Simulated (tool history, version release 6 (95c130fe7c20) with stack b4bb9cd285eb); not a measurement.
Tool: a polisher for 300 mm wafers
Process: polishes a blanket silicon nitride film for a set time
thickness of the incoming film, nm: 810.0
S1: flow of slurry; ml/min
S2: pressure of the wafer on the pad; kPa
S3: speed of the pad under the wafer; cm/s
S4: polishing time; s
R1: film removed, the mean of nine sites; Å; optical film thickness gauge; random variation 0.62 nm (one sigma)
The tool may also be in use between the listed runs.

run  hour   S1    S2  S3  S4      R1
  1   0.0  310  17.9  94  77  927.33
  2   5.8  310  16.5  92  77  871.48
  3  13.1  255  16.5  92  77  840.00
  4  20.5  255  20.7  92  77  991.35
  5  23.9  250  18.6  88  77  924.31
  6  25.2  250  18.6  70  77  779.64
  7  26.7  250  17.2  68  77  731.23

Forecast run 8:
  8  29.7  250  15.9  66  77   ?

Run 8 gave R1 696.67 Å.
